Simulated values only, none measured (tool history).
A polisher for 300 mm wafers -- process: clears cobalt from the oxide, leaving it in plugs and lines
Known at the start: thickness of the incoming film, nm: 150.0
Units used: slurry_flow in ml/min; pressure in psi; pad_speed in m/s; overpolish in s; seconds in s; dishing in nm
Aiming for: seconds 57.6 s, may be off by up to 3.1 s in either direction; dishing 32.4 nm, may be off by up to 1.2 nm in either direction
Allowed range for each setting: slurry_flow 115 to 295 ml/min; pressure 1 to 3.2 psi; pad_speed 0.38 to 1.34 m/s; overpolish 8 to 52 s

run,day,slurry_flow,pressure,pad_speed,overpolish,seconds,dishing
1,0,190,2.1,0.86,26,30.248,36.379
2,0.192,190,1.9,0.84,24,33.27,35.15
3,0.475,190,2.3,0.84,24,28.285,35.984
4,0.812,190,2.1,0.82,23,31.171,35.216
5,1.062,190,2.1,0.94,23,28.173,35.944
6,1.212,190,2.3,0.94,23,26.195,36.023
7,1.533,190,2.1,0.88,22,29.458,35.621
8,1.858,175,1.5,0.64,9,49.72,19.656
9,2.108,175,1.4,0.64,13,53.734,23.984
10,2.438,180,1,0.8,22,53.005,31.207

Below are 5 possible settings for the next run. Only one of them brings all results inside the allowed miss of their targets. Which is it?
A,2.767,255,1,0.72,26,?,?
B,2.767,125,1.2,0.7,22,?,?
C,2.767,220,1,0.68,22,?,?
D,2.767,165,1.2,0.82,27,?,?
E,2.767,240,1,0.82,21,?,?

move,seconds,dishing
A,55.966,32.603
B,56.579,30.5
C,60.059,29.838
D,46.536,34.533
E,49.66,31.472
A: meets every target
B: the furthest-off result lands on target, but another misses its tolerance
C: the furthest-off result lands on target, but another misses its tolerance
D: further off than the last run
E: further off than the last run
Go with A: it meets all targets.
